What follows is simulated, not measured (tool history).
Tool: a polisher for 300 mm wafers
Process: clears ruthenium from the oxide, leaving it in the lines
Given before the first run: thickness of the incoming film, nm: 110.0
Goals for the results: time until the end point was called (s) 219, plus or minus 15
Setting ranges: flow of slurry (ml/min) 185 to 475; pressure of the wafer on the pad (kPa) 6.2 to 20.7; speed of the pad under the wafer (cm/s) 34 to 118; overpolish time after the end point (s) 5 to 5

run  hour  flow of slurry (ml/min)  pressure of the wafer on the pad (kPa)  speed of the pad under the wafer (cm/s)  overpolish time after the end point (s)  time until the end point was called (s)
  1     0                      305                                    13.1                                       76                                        5                                   114.19
  2   7.3                      305                                    14.5                                       76                                        5                                   101.16
  3  15.9                      240                                    14.5                                       76                                        5                                   107.59
  4  16.7                      240                                    13.8                                       76                                        5                                   108.42
  5  23.9                      185                                    13.8                                       76                                        5                                   110.62
  6  25.8                      185                                    13.1                                       74                                        5                                   118.55
  7  32.1                      185                                    12.4                                       72                                        5                                   130.51
  8  40.6                      185                                    11.7                                       72                                        5                                   132.25
  9  47.9                      185                                     7.6                                       52                                        5                                   287.95
 10  48.9                      185                                       9                                       52                                        5                                   246.22

Below are 4 possible settings for the next run. Only one of them brings all results inside the allowed miss of their targets. Which is it?
  A  49.9                      185                                       9                                       46                                        5                                        ?
  B  49.9                      220                                     7.6                                       58                                        5                                        ?
  C  49.9                      225                                       9                                       58                                        5                                        ?
  D  49.9                      185                                     6.2                                       60                                        5                                        ?

move  time until the end point was called (s)
   A                                   259.81
   B                                   240.69
   C                                    204.9
   D                                   285.53
A: the biggest miss grows against the last run
B: gains on the last run, yet a result remains outside its allowed miss
C: hits every target within its allowed miss
D: the biggest miss grows against the last run
The move that meets every target is C.

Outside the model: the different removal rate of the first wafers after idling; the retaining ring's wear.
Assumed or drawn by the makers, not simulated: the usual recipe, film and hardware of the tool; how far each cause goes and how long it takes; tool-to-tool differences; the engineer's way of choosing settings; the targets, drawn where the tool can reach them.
